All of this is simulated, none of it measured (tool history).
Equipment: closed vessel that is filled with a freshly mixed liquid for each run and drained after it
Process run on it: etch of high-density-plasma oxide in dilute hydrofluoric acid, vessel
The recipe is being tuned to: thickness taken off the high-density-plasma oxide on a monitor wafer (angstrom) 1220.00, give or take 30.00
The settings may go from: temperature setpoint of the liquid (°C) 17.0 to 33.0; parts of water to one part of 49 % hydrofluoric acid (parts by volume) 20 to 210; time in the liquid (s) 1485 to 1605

| run | hour | temperature setpoint of the liquid (°C) | parts of water to one part of 49 % hydrofluoric acid (parts by volume) | time in the liquid (s) | thickness taken off the high-density-plasma oxide on a monitor wafer (angstrom) |
|---|---|---|---|---|---|
| 1 | 0.0 | 25.0 | 115 | 1485 | 832.47 |
| 2 | 1.3 | 26.5 | 115 | 1485 | 886.21 |
| 3 | 3.8 | 24.0 | 115 | 1485 | 812.77 |
| 4 | 10.0 | 22.0 | 115 | 1485 | 735.48 |
| 5 | 14.9 | 22.0 | 115 | 1605 | 805.09 |
| 6 | 18.7 | 23.5 | 115 | 1605 | 864.60 |
| 7 | 27.5 | 25.0 | 115 | 1605 | 899.68 |
| 8 | 33.4 | 26.5 | 115 | 1605 | 954.51 |
| 9 | 41.3 | 30.5 | 115 | 1605 | 1099.80 |
| 10 | 43.0 | 31.0 | 115 | 1605 | 1126.10 |
| 11 | 50.2 | 31.5 | 115 | 1605 | 1143.70 |

Pick the move, out of 5, that brings all results within their allowed miss; only one does.
| A | 57.4 | 33.0 | 110 | 1605 | ? |
| B | 57.4 | 32.5 | 105 | 1485 | ? |
| C | 57.4 | 31.5 | 110 | 1520 | ? |
| D | 57.4 | 31.5 | 110 | 1545 | ? |
| E | 57.4 | 33.0 | 120 | 1565 | ? |

| move | thickness taken off the high-density-plasma oxide on a monitor wafer (angstrom) |
|---|---|
| A | 1273.00 |
| B | 1220.70 |
| C | 1141.50 |
| D | 1160.30 |
| E | 1121.10 |
A: carries the result that was furthest off beyond its target, to the other side
B: hits every target within its allowed miss
C: no better and no worse than the last run
D: gains on the last run, yet a result remains outside its allowed miss
E: further off than the last run
Move B is the one to make.

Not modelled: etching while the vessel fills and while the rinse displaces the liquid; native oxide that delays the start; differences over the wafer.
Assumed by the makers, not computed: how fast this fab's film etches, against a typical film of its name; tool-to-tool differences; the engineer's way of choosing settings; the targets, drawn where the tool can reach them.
